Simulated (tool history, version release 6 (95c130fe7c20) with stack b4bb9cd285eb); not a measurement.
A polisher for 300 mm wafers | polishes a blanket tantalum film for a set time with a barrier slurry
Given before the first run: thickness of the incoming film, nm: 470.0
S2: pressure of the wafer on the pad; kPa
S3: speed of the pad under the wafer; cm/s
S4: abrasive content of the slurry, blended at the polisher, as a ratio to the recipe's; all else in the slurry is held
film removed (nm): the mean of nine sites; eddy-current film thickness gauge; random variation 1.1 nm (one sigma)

{"run": 1, "hour": 0.0, "flow of slurry (ml/min)": 255, "S2": 12.4, "S3": 98, "S4": 1, "polishing time (s)": 83, "film removed (nm)": 135.18}
{"run": 2, "hour": 8.7, "flow of slurry (ml/min)": 255, "S2": 12.4, "S3": 98, "S4": 1.05, "polishing time (s)": 83, "film removed (nm)": 140.48}
{"run": 3, "hour": 13.8, "flow of slurry (ml/min)": 255, "S2": 12.4, "S3": 98, "S4": 0.95, "polishing time (s)": 83, "film removed (nm)": 133.7}
{"run": 4, "hour": 17.8, "flow of slurry (ml/min)": 255, "S2": 11.7, "S3": 98, "S4": 0.95, "polishing time (s)": 83, "film removed (nm)": 128.24}
{"run": 5, "hour": 22.2, "flow of slurry (ml/min)": 255, "S2": 10.3, "S3": 98, "S4": 0.95, "polishing time (s)": 83, "film removed (nm)": 113.88}
{"run": 6, "hour": 29.0, "flow of slurry (ml/min)": 255, "S2": 10.3, "S3": 98, "S4": 0.95, "polishing time (s)": 83, "film removed (nm)": 114.26}

Forecast run 7:
{"run": 7, "hour": 36.9, "flow of slurry (ml/min)": 255, "S2": 9.7, "S3": 98, "S4": 0.95, "polishing time (s)": 83, "film removed (nm)": "?"}

{"run 7": {"film removed (nm)": 105.47}}
